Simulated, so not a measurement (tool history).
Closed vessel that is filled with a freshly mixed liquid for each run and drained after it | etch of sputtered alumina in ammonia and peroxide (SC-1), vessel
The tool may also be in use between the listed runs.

run  hour  temperature setpoint of the liquid (K)  parts of 29 % ammonia solution to one part of 30 % peroxide (parts by volume)  time in the liquid (s)  thickness taken off the sputtered alumina on a monitor wafer (nm)
  1   0.0                                  319.15                                                                           0.45                    1700                                                             75.517
  2   2.4                                  318.65                                                                           0.45                    1700                                                             73.671
  3   9.9                                  318.65                                                                           0.45                    1820                                                             78.839
  4  15.5                                  311.65                                                                           0.45                    1820                                                             52.420
  5  24.4                                  312.15                                                                           0.45                    1820                                                             54.277
  6  26.0                                  312.15                                                                           0.45                    1700                                                             49.992

Run 7 comes next. What will it give?
  7  29.1                                  312.15                                                                           0.45                    1700                                                                  ?

{"run 7": {"thickness taken off the sputtered alumina on a monitor wafer (nm)": 50.447}}
